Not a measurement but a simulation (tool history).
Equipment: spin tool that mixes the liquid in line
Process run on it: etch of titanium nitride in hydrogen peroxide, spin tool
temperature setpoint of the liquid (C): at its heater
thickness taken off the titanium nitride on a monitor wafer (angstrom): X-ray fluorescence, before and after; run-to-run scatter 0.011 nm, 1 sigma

run	hour	temperature setpoint of the liquid (C)	concentration of hydrogen peroxide in the mixed liquid (% by weight)	time under the liquid (s)	thickness taken off the titanium nitride on a monitor wafer (angstrom)
1	0	53	20.5	75	29.473
2	1.4	51.5	20.5	75	26.631
3	3.9	50.5	20.5	75	24.784
4	5.3	53	20.5	75	29.667
5	6.5	53	20.5	75	29.13
6	12.1	53	20.5	75	29.528
7	13.4	51.5	20.5	75	26.557
8	21.5	50.5	20.5	75	24.978

Run 9 comes next. What will it give?
9	30.1	49.5	20.5	75	?

{"run 9": {"thickness taken off the titanium nitride on a monitor wafer (angstrom)": 23.181}}
